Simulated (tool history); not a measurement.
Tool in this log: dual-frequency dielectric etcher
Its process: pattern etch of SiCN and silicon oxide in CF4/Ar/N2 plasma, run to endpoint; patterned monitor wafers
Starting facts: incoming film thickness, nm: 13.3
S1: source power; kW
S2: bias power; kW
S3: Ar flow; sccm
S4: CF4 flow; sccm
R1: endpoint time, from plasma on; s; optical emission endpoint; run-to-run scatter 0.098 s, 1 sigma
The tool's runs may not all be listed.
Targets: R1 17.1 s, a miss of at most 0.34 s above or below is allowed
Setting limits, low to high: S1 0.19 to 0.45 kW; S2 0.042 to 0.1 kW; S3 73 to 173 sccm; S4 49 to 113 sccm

| run | day | S1 | S2 | S3 | S4 | R1 |
|---|---|---|---|---|---|---|
| 1 | 0 | 0.32 | 0.071 | 123 | 81 | 20.719 |
| 2 | 0.342 | 0.33 | 0.071 | 123 | 81 | 20.068 |
| 3 | 0.4 | 0.33 | 0.071 | 123 | 95 | 19.552 |
| 4 | 0.512 | 0.3 | 0.071 | 123 | 95 | 21.677 |
| 5 | 0.775 | 0.3 | 0.063 | 123 | 95 | 23.256 |
| 6 | 0.988 | 0.32 | 0.063 | 123 | 95 | 21.535 |
| 7 | 1.338 | 0.33 | 0.063 | 123 | 95 | 20.416 |
| 8 | 1.658 | 0.34 | 0.063 | 123 | 95 | 19.837 |
| 9 | 1.746 | 0.4 | 0.064 | 123 | 95 | 16.744 |

Pick the move, out of 4, that brings all results within their allowed miss; only one does.
| A | 1.833 | 0.4 | 0.061 | 145 | 90 | ? |
| B | 1.833 | 0.36 | 0.073 | 142 | 102 | ? |
| C | 1.833 | 0.4 | 0.069 | 164 | 96 | ? |
| D | 1.833 | 0.42 | 0.052 | 147 | 108 | ? |

| move | R1 |
|---|---|
| A | 17.801 |
| B | 17.891 |
| C | 17.091 |
| D | 17.754 |
A: carries the result that was furthest off beyond its target, to the other side
B: carries the result that was furthest off beyond its target, to the other side
C: meets every target
D: carries the result that was furthest off beyond its target, to the other side
Correct choice: C, which meets every target
